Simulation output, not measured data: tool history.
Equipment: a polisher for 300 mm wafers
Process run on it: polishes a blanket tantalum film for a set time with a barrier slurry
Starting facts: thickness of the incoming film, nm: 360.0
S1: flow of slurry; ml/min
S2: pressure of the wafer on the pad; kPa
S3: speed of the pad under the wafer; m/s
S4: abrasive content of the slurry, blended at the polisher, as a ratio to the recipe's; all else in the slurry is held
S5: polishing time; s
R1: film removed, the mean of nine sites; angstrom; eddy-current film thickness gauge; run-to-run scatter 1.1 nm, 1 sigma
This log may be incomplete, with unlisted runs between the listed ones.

| run | day | S1 | S2 | S3 | S4 | S5 | R1 |
|---|---|---|---|---|---|---|---|
| 1 | 0.000 | 200 | 15.9 | 0.92 | 1.0 | 40 | 669.64 |
| 2 | 0.225 | 200 | 16.5 | 0.92 | 1.0 | 40 | 687.05 |
| 3 | 0.458 | 200 | 17.2 | 0.92 | 1.0 | 40 | 718.21 |
| 4 | 0.833 | 200 | 13.8 | 0.92 | 1.0 | 40 | 576.02 |
| 5 | 0.921 | 200 | 13.8 | 0.92 | 1.1 | 40 | 596.01 |
| 6 | 1.233 | 235 | 13.8 | 0.92 | 1.1 | 40 | 609.40 |
| 7 | 1.517 | 235 | 13.8 | 0.92 | 1.1 | 40 | 605.27 |

Predict the results of run 8:
| 8 | 1.788 | 235 | 14.5 | 0.92 | 1.1 | 40 | ? |

{"run 8": {"R1": 632.69}}

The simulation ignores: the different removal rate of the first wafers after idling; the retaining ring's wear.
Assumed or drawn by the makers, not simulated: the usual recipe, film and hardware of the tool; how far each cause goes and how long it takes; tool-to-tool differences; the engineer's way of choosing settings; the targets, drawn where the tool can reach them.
